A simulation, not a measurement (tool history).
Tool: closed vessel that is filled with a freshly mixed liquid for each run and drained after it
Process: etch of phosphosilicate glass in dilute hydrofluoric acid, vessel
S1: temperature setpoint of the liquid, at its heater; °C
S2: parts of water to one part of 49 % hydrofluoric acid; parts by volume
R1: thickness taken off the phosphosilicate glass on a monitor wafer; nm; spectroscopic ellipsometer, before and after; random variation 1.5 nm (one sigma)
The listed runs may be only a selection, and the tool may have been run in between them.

{"run": 1, "day": 0.0, "S1": 23.0, "S2": 55, "time in the liquid (s)": 105, "R1": 220.1}
{"run": 2, "day": 0.083, "S1": 23.0, "S2": 55, "time in the liquid (s)": 105, "R1": 220.65}
{"run": 3, "day": 0.167, "S1": 23.5, "S2": 55, "time in the liquid (s)": 105, "R1": 225.16}
{"run": 4, "day": 0.312, "S1": 23.5, "S2": 40, "time in the liquid (s)": 105, "R1": 312.38}
{"run": 5, "day": 0.438, "S1": 22.5, "S2": 40, "time in the liquid (s)": 105, "R1": 304.07}
{"run": 6, "day": 0.783, "S1": 22.5, "S2": 40, "time in the liquid (s)": 105, "R1": 300.63}
{"run": 7, "day": 1.117, "S1": 21.5, "S2": 40, "time in the liquid (s)": 105, "R1": 293.79}
{"run": 8, "day": 1.367, "S1": 20.5, "S2": 40, "time in the liquid (s)": 105, "R1": 281.6}

For run 9, what comes out?
{"run": 9, "day": 1.471, "S1": 20.0, "S2": 40, "time in the liquid (s)": 105, "R1": "?"}

Run 9 produced R1 272.56 nm.

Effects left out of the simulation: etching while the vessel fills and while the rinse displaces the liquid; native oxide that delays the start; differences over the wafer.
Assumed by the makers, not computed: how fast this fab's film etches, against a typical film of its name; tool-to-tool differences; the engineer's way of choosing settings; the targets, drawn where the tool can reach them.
